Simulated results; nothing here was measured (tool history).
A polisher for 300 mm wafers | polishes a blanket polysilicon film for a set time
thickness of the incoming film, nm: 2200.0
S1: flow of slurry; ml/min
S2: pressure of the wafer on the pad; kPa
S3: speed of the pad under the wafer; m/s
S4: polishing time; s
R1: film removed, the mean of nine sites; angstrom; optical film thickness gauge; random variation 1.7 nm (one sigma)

Run 1, hour 0: S1 215 ml/min, S2 12.4 kPa, S3 1.06 m/s, S4 78 s. Result: R1 4644.2 angstrom.
Run 2, hour 0.6: S1 170 ml/min, S2 12.4 kPa, S3 1.06 m/s, S4 78 s. Result: R1 4542.5 angstrom.
Run 3, hour 6.5: S1 170 ml/min, S2 10.3 kPa, S3 1 m/s, S4 78 s. Result: R1 3599 angstrom.
Run 4, hour 14: S1 170 ml/min, S2 10.3 kPa, S3 1.12 m/s, S4 78 s. Result: R1 3975.6 angstrom.
Run 5, hour 16.2: S1 170 ml/min, S2 7.6 kPa, S3 1.12 m/s, S4 78 s. Result: R1 2946.5 angstrom.
Run 6, hour 20.4: S1 170 ml/min, S2 7.6 kPa, S3 0.9 m/s, S4 78 s. Result: R1 2417.9 angstrom.
Run 7, hour 26.6: S1 170 ml/min, S2 6.9 kPa, S3 0.9 m/s, S4 78 s. Result: R1 2209.1 angstrom.
Run 8, hour 27.1: S1 170 ml/min, S2 6.2 kPa, S3 0.9 m/s, S4 78 s. Result: R1 1960 angstrom.
Run 9, hour 31.7: S1 170 ml/min, S2 6.9 kPa, S3 0.9 m/s, S4 78 s. Result: R1 2204.3 angstrom.
Run 10, hour 32.6: S1 165 ml/min, S2 6.2 kPa, S3 0.9 m/s, S4 78 s. Result: R1 1966.5 angstrom.

Run 11 comes next. What will it give?
Run 11, hour 38.5: S1 175 ml/min, S2 6.2 kPa, S3 0.9 m/s, S4 78 s. Result: R1 ?.

R1: 2017.6 angstrom
